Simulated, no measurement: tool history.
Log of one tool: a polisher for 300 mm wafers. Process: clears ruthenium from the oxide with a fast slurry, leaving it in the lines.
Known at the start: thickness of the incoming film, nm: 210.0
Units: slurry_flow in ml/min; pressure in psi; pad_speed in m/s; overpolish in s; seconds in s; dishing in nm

run  hour  slurry_flow  pressure  pad_speed  slurry_solids  overpolish  seconds  dishing
  1     0          185       2.1        0.9              1          29   79.283   54.489
  2   7.1          185       2.1        0.9              1          40   79.035   69.675
  3  11.8          185       2.1        0.9            1.1          40   78.734   71.151
  4  13.5          185       2.1        0.9            1.1          49   77.518   81.156
  5  17.3          185       1.6        0.9            1.1          49   101.57   67.814
  6  25.2          185       1.6        0.9            1.1          54    100.1   70.152
  7  34.1          185       1.8       0.92           1.05          45   88.953   70.507
  8  35.3          210       2.2       0.98            1.3          31   63.972   68.967

Forecast run 9:
  9  39.7          210       2.2       0.98            1.3          28        ?        ?

{"run 9": {"seconds": 64.616, "dishing": 62.832}}
